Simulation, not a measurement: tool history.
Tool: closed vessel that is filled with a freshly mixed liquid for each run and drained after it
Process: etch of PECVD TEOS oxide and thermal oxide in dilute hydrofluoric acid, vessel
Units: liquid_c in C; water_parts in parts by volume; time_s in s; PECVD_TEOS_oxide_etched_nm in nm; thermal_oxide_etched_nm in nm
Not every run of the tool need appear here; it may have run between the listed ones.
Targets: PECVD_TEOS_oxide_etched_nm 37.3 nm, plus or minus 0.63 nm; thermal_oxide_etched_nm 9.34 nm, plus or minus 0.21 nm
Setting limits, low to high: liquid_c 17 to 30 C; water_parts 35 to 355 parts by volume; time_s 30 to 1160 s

run	day	liquid_c	water_parts	time_s	PECVD_TEOS_oxide_etched_nm	thermal_oxide_etched_nm
1	0	22	195	590	43.68	11.049
2	0.146	24	195	590	47.525	11.797
3	0.329	22.5	195	590	44.674	11.167
4	0.621	21.5	195	590	43.021	10.806
5	0.954	21.5	195	440	32.07	8.0588
6	1.208	22.5	195	440	33.288	8.3758
7	1.229	23	195	440	34.322	8.5238
8	1.583	23	195	440	34.184	8.5767

Which of these 5 next moves meets every target?
A	1.938	24.5	195	455	?	?
B	1.938	24.5	220	500	?	?
C	1.938	17	110	330	?	?
D	1.938	22	205	425	?	?
E	1.938	21.5	165	355	?	?

move	PECVD_TEOS_oxide_etched_nm	thermal_oxide_etched_nm
A	37.074	9.3601
B	35.15	8.8744
C	38.798	9.7954
D	29.694	7.4969
E	31.516	7.957
A: every result within its allowed miss
B: better than the last run, though not everything is in spec
C: pushes the last run's worst result past its target
D: lands further from the targets than the last run did
E: lands further from the targets than the last run did
A meets every target.
